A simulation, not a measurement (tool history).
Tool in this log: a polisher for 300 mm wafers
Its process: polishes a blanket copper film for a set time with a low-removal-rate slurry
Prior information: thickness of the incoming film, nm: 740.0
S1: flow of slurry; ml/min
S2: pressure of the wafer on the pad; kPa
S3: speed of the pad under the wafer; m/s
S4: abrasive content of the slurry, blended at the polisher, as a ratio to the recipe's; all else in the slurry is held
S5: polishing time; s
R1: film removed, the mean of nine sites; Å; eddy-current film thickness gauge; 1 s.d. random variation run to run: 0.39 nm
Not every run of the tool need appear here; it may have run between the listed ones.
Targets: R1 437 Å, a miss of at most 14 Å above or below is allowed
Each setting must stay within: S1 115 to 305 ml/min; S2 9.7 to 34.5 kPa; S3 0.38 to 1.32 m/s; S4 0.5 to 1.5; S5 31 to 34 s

run 1 hour=0 | S1=195 S2=22.1 S3=0.84 S4=1 S5=34 | R1=934.31
run 2 hour=7.1 | S1=195 S2=22.1 S3=0.84 S4=0.8 S5=34 | R1=867.19
run 3 hour=11.6 | S1=195 S2=22.1 S3=0.7 S4=0.8 S5=34 | R1=738.76
run 4 hour=12.8 | S1=190 S2=19.3 S3=0.7 S4=0.8 S5=34 | R1=647.03
run 5 hour=19.6 | S1=185 S2=17.2 S3=0.7 S4=0.8 S5=34 | R1=574.71
run 6 hour=27.8 | S1=185 S2=17.2 S3=0.7 S4=0.8 S5=31 | R1=525.98
run 7 hour=31.2 | S1=180 S2=16.5 S3=0.7 S4=0.8 S5=31 | R1=504.82
run 8 hour=32.5 | S1=170 S2=15.9 S3=0.7 S4=0.8 S5=31 | R1=480.06
run 9 hour=41.4 | S1=160 S2=15.9 S3=0.7 S4=0.8 S5=31 | R1=476.08
run 10 hour=49.2 | S1=155 S2=15.9 S3=0.7 S4=0.8 S5=31 | R1=467.95
run 11 hour=56.5 | S1=150 S2=15.9 S3=0.7 S4=0.8 S5=31 | R1=474.58
run 12 hour=58.1 | S1=145 S2=15.9 S3=0.7 S4=0.8 S5=31 | R1=469.8

Of the 4 settings listed for the next run, only one would bring every result within its allowed miss of target. Which one?
run A hour=59.7 | S1=195 S2=14.5 S3=0.74 S4=0.75 S5=32 | R1=?
run B hour=59.7 | S1=140 S2=15.2 S3=0.7 S4=0.75 S5=31 | R1=?
run C hour=59.7 | S1=145 S2=15.9 S3=0.74 S4=0.65 S5=31 | R1=?
run D hour=59.7 | S1=170 S2=13.8 S3=0.68 S4=0.75 S5=31 | R1=?

move=A R1=475.52
move=B R1=439.02
move=C R1=465.87
move=D R1=399.08
A: the biggest miss grows against the last run
B: every result within its allowed miss
C: nearer than the last run, and not there yet
D: the result that was furthest off in the last run now lies on the other side of its target
Correct choice: B, which meets every target
